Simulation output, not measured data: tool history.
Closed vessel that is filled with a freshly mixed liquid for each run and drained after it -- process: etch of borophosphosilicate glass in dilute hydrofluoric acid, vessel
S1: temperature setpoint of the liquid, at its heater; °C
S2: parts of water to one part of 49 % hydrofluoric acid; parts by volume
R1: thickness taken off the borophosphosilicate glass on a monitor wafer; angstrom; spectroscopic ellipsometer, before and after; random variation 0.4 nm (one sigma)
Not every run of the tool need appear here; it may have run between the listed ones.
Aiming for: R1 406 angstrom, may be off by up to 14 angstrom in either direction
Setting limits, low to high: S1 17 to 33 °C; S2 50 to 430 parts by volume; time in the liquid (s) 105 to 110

Run 1, hour 0: S1 25 °C, S2 240 parts by volume, time in the liquid (s) 105. Result: R1 149.06 angstrom.
Run 2, hour 1.1: S1 25 °C, S2 240 parts by volume, time in the liquid (s) 110. Result: R1 160.38 angstrom.
Run 3, hour 10.1: S1 25 °C, S2 160 parts by volume, time in the liquid (s) 110. Result: R1 256.96 angstrom.
Run 4, hour 15.1: S1 27 °C, S2 150 parts by volume, time in the liquid (s) 110. Result: R1 300.59 angstrom.
Run 5, hour 17.7: S1 29 °C, S2 150 parts by volume, time in the liquid (s) 110. Result: R1 324.26 angstrom.
Run 6, hour 24.3: S1 30 °C, S2 145 parts by volume, time in the liquid (s) 110. Result: R1 353.47 angstrom.
Run 7, hour 31.6: S1 31 °C, S2 145 parts by volume, time in the liquid (s) 110. Result: R1 365.09 angstrom.
Run 8, hour 37.6: S1 31.5 °C, S2 145 parts by volume, time in the liquid (s) 110. Result: R1 369.52 angstrom.
Run 9, hour 41.9: S1 32 °C, S2 145 parts by volume, time in the liquid (s) 110. Result: R1 375.82 angstrom.
Run 10, hour 44.1: S1 32.5 °C, S2 145 parts by volume, time in the liquid (s) 110. Result: R1 380.29 angstrom.
Run 11, hour 48.2: S1 32.5 °C, S2 145 parts by volume, time in the liquid (s) 110. Result: R1 385.66 angstrom.

4 candidate next runs follow, results not yet known. Just one meets every target within its allowed miss. Identify it.
Run A, hour 52.3: S1 32 °C, S2 135 parts by volume, time in the liquid (s) 110. Result: R1 ?.
Run B, hour 52.3: S1 33 °C, S2 150 parts by volume, time in the liquid (s) 110. Result: R1 ?.
Run C, hour 52.3: S1 30 °C, S2 135 parts by volume, time in the liquid (s) 105. Result: R1 ?.
Run D, hour 52.3: S1 33 °C, S2 150 parts by volume, time in the liquid (s) 105. Result: R1 ?.

move      R1
   A  414.29
   B  378.89
   C  367.38
   D  361.67
A: all results land within tolerance of their targets
B: lands further from the targets than the last run did
C: lands further from the targets than the last run did
D: lands further from the targets than the last run did
The move that meets every target is A.
